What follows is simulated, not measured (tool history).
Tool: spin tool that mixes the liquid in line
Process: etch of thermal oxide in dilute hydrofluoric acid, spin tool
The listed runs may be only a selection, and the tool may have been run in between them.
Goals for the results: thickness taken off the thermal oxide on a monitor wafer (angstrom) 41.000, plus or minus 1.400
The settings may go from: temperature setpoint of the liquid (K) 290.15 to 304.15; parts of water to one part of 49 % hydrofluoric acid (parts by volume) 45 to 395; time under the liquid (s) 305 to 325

run  hour  temperature setpoint of the liquid (K)  parts of water to one part of 49 % hydrofluoric acid (parts by volume)  time under the liquid (s)  thickness taken off the thermal oxide on a monitor wafer (angstrom)
  1   0.0                                  296.15                                                                     220                        305                                                               50.638
  2   3.4                                  294.65                                                                     220                        305                                                               48.351
  3  10.2                                  294.65                                                                     220                        305                                                               48.170
  4  12.4                                  294.65                                                                     175                        305                                                               63.819
  5  17.4                                  292.15                                                                     175                        305                                                               56.994
  6  25.3                                  290.65                                                                     175                        305                                                               55.309
  7  31.9                                  290.65                                                                     185                        305                                                               50.423
  8  40.5                                  290.65                                                                     195                        305                                                               47.401
  9  46.2                                  290.65                                                                     200                        305                                                               45.799

Which of these 5 next moves meets every target?
  A  51.9                                  290.65                                                                     195                        310                                                                    ?
  B  51.9                                  290.15                                                                     245                        325                                                                    ?
  C  51.9                                  292.15                                                                     200                        325                                                                    ?
  D  51.9                                  292.15                                                                     230                        305                                                                    ?
  E  51.9                                  290.15                                                                     190                        325                                                                    ?

move  thickness taken off the thermal oxide on a monitor wafer (angstrom)
   A                                                               48.357
   B                                                               37.818
   C                                                               52.192
   D                                                               41.402
   E                                                               51.239
A: further off than the last run
B: pushes the last run's worst result past its target
C: further off than the last run
D: hits every target within its allowed miss
E: further off than the last run
The move that meets every target is D.

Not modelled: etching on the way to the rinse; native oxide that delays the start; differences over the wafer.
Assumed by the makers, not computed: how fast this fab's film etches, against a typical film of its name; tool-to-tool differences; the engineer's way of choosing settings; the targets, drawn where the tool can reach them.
